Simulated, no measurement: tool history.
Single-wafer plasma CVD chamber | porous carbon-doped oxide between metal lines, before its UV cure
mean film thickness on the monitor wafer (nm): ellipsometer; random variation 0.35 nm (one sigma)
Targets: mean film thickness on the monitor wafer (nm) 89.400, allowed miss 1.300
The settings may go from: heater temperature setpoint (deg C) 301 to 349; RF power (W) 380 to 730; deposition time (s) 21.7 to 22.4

| run | hour | heater temperature setpoint (deg C) | RF power (W) | deposition time (s) | mean film thickness on the monitor wafer (nm) |
|---|---|---|---|---|---|
| 1 | 0.0 | 325 | 555 | 21.7 | 106.480 |
| 2 | 5.7 | 325 | 555 | 21.7 | 107.890 |
| 3 | 7.8 | 316 | 555 | 21.7 | 112.050 |
| 4 | 11.5 | 316 | 555 | 22.4 | 115.140 |
| 5 | 20.3 | 323 | 525 | 22.4 | 108.490 |
| 6 | 22.9 | 327 | 525 | 22.4 | 105.600 |
| 7 | 27.2 | 332 | 510 | 22.4 | 102.290 |
| 8 | 28.0 | 336 | 495 | 22.4 | 98.033 |
| 9 | 32.2 | 339 | 485 | 22.4 | 96.095 |
| 10 | 39.8 | 339 | 485 | 22.4 | 96.692 |
| 11 | 47.6 | 341 | 475 | 22.4 | 94.120 |

4 next moves are on the table. One of them brings every result within its allowed miss. Which?
| A | 55.4 | 334 | 450 | 22.2 | ? |
| B | 55.4 | 343 | 465 | 21.7 | ? |
| C | 55.4 | 324 | 385 | 22.4 | ? |
| D | 55.4 | 348 | 480 | 22.2 | ? |

| move | mean film thickness on the monitor wafer (nm) |
|---|---|
| A | 94.662 |
| B | 90.251 |
| C | 92.701 |
| D | 91.626 |
A: further off than the last run
B: meets every target
C: nearer than the last run, and not there yet
D: nearer than the last run, and not there yet
Answer: B

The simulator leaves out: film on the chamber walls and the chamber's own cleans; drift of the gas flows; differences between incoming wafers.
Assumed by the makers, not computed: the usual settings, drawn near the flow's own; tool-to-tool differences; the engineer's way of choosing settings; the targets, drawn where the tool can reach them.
